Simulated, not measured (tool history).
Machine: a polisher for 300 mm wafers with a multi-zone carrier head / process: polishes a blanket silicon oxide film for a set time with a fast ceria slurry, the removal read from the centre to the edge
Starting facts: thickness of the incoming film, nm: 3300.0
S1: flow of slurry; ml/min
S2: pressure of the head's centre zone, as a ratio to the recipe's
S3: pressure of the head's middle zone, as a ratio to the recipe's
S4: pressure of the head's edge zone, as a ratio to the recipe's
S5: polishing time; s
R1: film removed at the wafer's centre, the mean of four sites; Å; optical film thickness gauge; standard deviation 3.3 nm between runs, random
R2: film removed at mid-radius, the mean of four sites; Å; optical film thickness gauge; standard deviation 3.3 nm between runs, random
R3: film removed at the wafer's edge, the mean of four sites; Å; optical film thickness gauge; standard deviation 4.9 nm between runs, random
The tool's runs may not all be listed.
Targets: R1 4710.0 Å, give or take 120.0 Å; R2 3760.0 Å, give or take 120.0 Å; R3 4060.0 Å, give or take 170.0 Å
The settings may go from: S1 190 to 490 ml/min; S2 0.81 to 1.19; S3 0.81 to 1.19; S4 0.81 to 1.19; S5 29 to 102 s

{"run": 1, "day": 0.0, "S1": 315, "S2": 1.0, "S3": 1.0, "S4": 1.0, "S5": 65, "R1": 7305.6, "R2": 7064.0, "R3": 7204.5}
{"run": 2, "day": 0.092, "S1": 315, "S2": 1.0, "S3": 1.0, "S4": 1.0, "S5": 72, "R1": 8170.1, "R2": 7766.6, "R3": 8054.1}
{"run": 3, "day": 0.371, "S1": 315, "S2": 1.0, "S3": 1.06, "S4": 1.0, "S5": 72, "R1": 8109.3, "R2": 8251.4, "R3": 7811.1}
{"run": 4, "day": 0.392, "S1": 315, "S2": 1.03, "S3": 1.01, "S4": 0.96, "S5": 59, "R1": 6856.6, "R2": 6437.7, "R3": 6334.1}
{"run": 5, "day": 0.471, "S1": 315, "S2": 1.03, "S3": 0.93, "S4": 0.96, "S5": 59, "R1": 6864.4, "R2": 6056.1, "R3": 6259.4}
{"run": 6, "day": 0.788, "S1": 305, "S2": 1.03, "S3": 0.89, "S4": 0.95, "S5": 51, "R1": 5943.7, "R2": 5027.9, "R3": 5399.1}
{"run": 7, "day": 0.829, "S1": 290, "S2": 1.03, "S3": 0.87, "S4": 0.92, "S5": 47, "R1": 5412.2, "R2": 4526.8, "R3": 4981.6}
{"run": 8, "day": 1.188, "S1": 300, "S2": 1.04, "S3": 0.86, "S4": 0.89, "S5": 44, "R1": 5120.0, "R2": 4230.6, "R3": 4624.4}
{"run": 9, "day": 1.358, "S1": 305, "S2": 1.05, "S3": 0.85, "S4": 0.87, "S5": 42, "R1": 4993.6, "R2": 3958.1, "R3": 4367.6}
{"run": 10, "day": 1.496, "S1": 305, "S2": 1.05, "S3": 0.85, "S4": 0.85, "S5": 41, "R1": 4885.6, "R2": 3805.0, "R3": 4149.9}

Next run, 4 choices. One meets every target within its allowed miss, the rest don't. Which?
{"run": "A", "day": 1.633, "S1": 250, "S2": 1.03, "S3": 0.92, "S4": 0.87, "S5": 41, "R1": "?", "R2": "?", "R3": "?"}
{"run": "B", "day": 1.633, "S1": 340, "S2": 1.15, "S3": 0.94, "S4": 0.85, "S5": 38, "R1": "?", "R2": "?", "R3": "?"}
{"run": "C", "day": 1.633, "S1": 305, "S2": 1.05, "S3": 0.85, "S4": 0.85, "S5": 40, "R1": "?", "R2": "?", "R3": "?"}
{"run": "D", "day": 1.633, "S1": 325, "S2": 1.07, "S3": 0.93, "S4": 0.82, "S5": 40, "R1": "?", "R2": "?", "R3": "?"}

move=A R1=4691.6 R2=4006.0 R3=4063.6
move=B R1=5047.0 R2=3909.0 R3=3824.0
move=C R1=4787.6 R2=3747.2 R3=3997.3
move=D R1=4917.0 R2=4062.7 R3=3949.4
A: brings the last run's worst result on target, with another outside its allowed miss
B: its largest miss is bigger than the last run's
C: each result inside its tolerance
D: its largest miss is bigger than the last run's
C is the move that brings every result within its allowed miss.
